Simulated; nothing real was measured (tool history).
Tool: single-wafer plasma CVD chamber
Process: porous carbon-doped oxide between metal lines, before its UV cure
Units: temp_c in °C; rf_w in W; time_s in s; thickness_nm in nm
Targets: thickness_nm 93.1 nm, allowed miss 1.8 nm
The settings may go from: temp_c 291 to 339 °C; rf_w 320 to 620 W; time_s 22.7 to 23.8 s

run	hour	temp_c	rf_w	time_s	thickness_nm
1	0	315	470	23.8	124.53
2	1.7	305	470	23.8	131.05
3	4.1	305	470	23.8	131.79
4	7.7	305	470	22.7	125.75
5	9.1	313	440	22.7	111.19
6	14.5	313	440	23.8	117.46
7	23	319	425	23.8	109.03
8	26.2	324	420	23.8	104.73
9	34.9	328	415	23.8	101.78
10	42.3	331	410	23.8	98.155
11	42.9	333	410	23.8	97.834
12	51.3	334	405	23.8	96.202
13	54.5	335	405	23.8	95.912

5 next moves are on the table. One of them brings every result within its allowed miss. Which?
A	57.7	339	400	22.7	?
B	57.7	334	410	23.8	?
C	57.7	338	425	23.8	?
D	57.7	336	415	23.8	?
E	57.7	338	410	23.2	?

move	thickness_nm
A	88.386
B	97.461
C	99.958
D	98.031
E	93.47
A: takes the result that was furthest off past its target
B: further off than the last run
C: further off than the last run
D: further off than the last run
E: meets every target
Move E is the one to make.
